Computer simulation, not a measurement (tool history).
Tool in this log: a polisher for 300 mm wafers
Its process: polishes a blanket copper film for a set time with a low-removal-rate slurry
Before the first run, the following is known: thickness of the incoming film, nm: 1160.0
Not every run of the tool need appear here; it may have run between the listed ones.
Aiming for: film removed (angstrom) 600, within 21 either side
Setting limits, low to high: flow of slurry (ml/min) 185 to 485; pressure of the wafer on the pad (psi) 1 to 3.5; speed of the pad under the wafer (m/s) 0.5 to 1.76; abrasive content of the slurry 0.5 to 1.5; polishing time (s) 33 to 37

| run | hour | flow of slurry (ml/min) | pressure of the wafer on the pad (psi) | speed of the pad under the wafer (m/s) | abrasive content of the slurry | polishing time (s) | film removed (angstrom) |
|---|---|---|---|---|---|---|---|
| 1 | 0 | 310 | 2.2 | 1.12 | 1 | 37 | 856.1 |
| 2 | 5 | 310 | 1.9 | 1.12 | 1 | 37 | 740.67 |
| 3 | 12.2 | 310 | 1.8 | 1.12 | 1 | 37 | 707.61 |
| 4 | 20.5 | 310 | 1.8 | 1.3 | 1 | 37 | 824.12 |
| 5 | 24.6 | 310 | 1.6 | 1.3 | 1 | 37 | 734.84 |
| 6 | 31.2 | 310 | 1.6 | 1.3 | 0.85 | 37 | 716.01 |
|  | 32.5 | slurry blender recalibrated |
| 7 | 32.5 | 310 | 1.5 | 1.3 | 0.85 | 37 | 711.65 |
| 8 | 36.6 | 310 | 1.4 | 1.3 | 0.85 | 37 | 661.61 |
| 9 | 45 | 310 | 1.4 | 1.3 | 0.85 | 37 | 670.18 |
| 10 | 48.6 | 310 | 1.3 | 1.3 | 0.85 | 37 | 632.94 |

5 candidate next runs follow, results not yet known. Just one meets every target within its allowed miss. Identify it.
| A | 52.2 | 390 | 1.3 | 1.36 | 1 | 34 | ? |
| B | 52.2 | 335 | 1.4 | 1.38 | 0.75 | 35 | ? |
| C | 52.2 | 295 | 1.4 | 1.34 | 0.8 | 36 | ? |
| D | 52.2 | 325 | 1.3 | 1.42 | 0.95 | 34 | ? |
| E | 52.2 | 195 | 1.1 | 1.56 | 0.8 | 37 | ? |

| move | film removed (angstrom) |
|---|---|
| A | 626.7 |
| B | 645.02 |
| C | 647.46 |
| D | 635.49 |
| E | 588.36 |
A: nearer than the last run, and not there yet
B: lands further from the targets than the last run did
C: lands further from the targets than the last run did
D: lands further from the targets than the last run did
E: each result inside its tolerance
Move E is the one to make.
